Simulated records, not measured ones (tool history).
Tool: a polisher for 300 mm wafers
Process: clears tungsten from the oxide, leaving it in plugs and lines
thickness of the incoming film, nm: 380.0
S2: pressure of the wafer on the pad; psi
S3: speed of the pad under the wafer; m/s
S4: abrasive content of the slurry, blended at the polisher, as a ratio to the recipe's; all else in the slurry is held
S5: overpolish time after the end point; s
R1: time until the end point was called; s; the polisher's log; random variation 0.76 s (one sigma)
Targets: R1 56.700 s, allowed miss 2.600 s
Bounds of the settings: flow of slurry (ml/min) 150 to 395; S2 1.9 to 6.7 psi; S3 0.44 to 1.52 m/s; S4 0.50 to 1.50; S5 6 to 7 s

run 1 hour=0.0 | flow_of_slurry_(ml/min)=250 S2=4.3 S3=0.98 S4=1.00 S5=7 | R1=80.843
run 2 hour=2.7 | flow_of_slurry_(ml/min)=250 S2=4.3 S3=0.98 S4=1.00 S5=6 | R1=80.816
run 3 hour=5.1 | flow_of_slurry_(ml/min)=250 S2=3.5 S3=0.98 S4=1.00 S5=6 | R1=100.120
run 4 hour=11.3 | flow_of_slurry_(ml/min)=250 S2=2.7 S3=0.98 S4=1.00 S5=6 | R1=125.520
run 5 hour=14.6 | flow_of_slurry_(ml/min)=285 S2=2.7 S3=0.98 S4=1.00 S5=6 | R1=126.380
run 6 hour=15.7 | flow_of_slurry_(ml/min)=285 S2=3.6 S3=1.00 S4=1.00 S5=6 | R1=90.938
run 7 hour=23.0 | flow_of_slurry_(ml/min)=305 S2=4.0 S3=1.00 S4=1.00 S5=6 | R1=82.120
run 8 hour=29.9 | flow_of_slurry_(ml/min)=305 S2=4.0 S3=1.00 S4=1.00 S5=6 | R1=85.471
run 9 hour=35.2 | flow_of_slurry_(ml/min)=305 S2=4.5 S3=1.00 S4=1.00 S5=6 | R1=74.415
run 10 hour=38.1 | flow_of_slurry_(ml/min)=305 S2=4.8 S3=1.00 S4=1.00 S5=6 | R1=70.476

5 next moves are on the table. One of them brings every result within its allowed miss. Which?
run A hour=41.0 | flow_of_slurry_(ml/min)=305 S2=5.4 S3=1.06 S4=0.90 S5=7 | R1=?
run B hour=41.0 | flow_of_slurry_(ml/min)=200 S2=5.6 S3=1.02 S4=1.10 S5=6 | R1=?
run C hour=41.0 | flow_of_slurry_(ml/min)=280 S2=4.9 S3=1.26 S4=0.90 S5=7 | R1=?
run D hour=41.0 | flow_of_slurry_(ml/min)=290 S2=5.8 S3=1.18 S4=0.85 S5=6 | R1=?
run E hour=41.0 | flow_of_slurry_(ml/min)=295 S2=4.8 S3=1.44 S4=0.95 S5=7 | R1=?

move=A R1=61.257
move=B R1=61.238
move=C R1=57.253
move=D R1=52.597
move=E R1=50.234
A: nearer than the last run, and not there yet
B: nearer than the last run, and not there yet
C: meets every target
D: takes the result that was furthest off past its target
E: takes the result that was furthest off past its target
Answer: C
